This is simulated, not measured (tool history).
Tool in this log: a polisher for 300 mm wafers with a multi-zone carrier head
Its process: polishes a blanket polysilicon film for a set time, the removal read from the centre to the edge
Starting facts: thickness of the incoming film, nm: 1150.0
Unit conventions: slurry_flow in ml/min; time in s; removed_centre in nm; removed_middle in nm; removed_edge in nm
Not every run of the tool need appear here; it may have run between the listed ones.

run  hour  slurry_flow  centre_zone  middle_zone  edge_zone  time  removed_centre  removed_middle  removed_edge
  1   0.0          300         1.00         1.00       1.00    38          433.62          429.28        433.56
  2   7.0          340         1.00         1.00       1.00    38          440.53          430.30        435.38
  3  14.7          400         1.00         1.00       1.00    38          443.43          444.82        439.38
  4  22.9          400         1.00         1.00       1.00    35          410.90          406.71        411.13
  5  29.7          395         0.99         1.01       0.97    32          374.40          378.32        366.67
  6  36.9          390         0.97         1.00       0.94    30          337.12          350.69        336.55
  7  40.1          385         0.96         0.99       0.92    29          327.96          342.58        325.29
  8  48.8          380         0.95         0.98       0.90    28          309.12          316.12        307.43
  9  50.4          375         0.94         0.98       0.88    27          293.12          303.27        291.65
 10  51.6          365         0.93         0.98       0.87    27          290.83          304.34        290.78
 11  55.0          360         0.92         0.98       0.86    27          293.68          310.58        290.24

What will run 12 give?
 12  60.5          360         0.91         0.98       0.85    27               ?               ?             ?

{"run 12": {"removed_centre": 291.53, "removed_middle": 310.16, "removed_edge": 288.92}}

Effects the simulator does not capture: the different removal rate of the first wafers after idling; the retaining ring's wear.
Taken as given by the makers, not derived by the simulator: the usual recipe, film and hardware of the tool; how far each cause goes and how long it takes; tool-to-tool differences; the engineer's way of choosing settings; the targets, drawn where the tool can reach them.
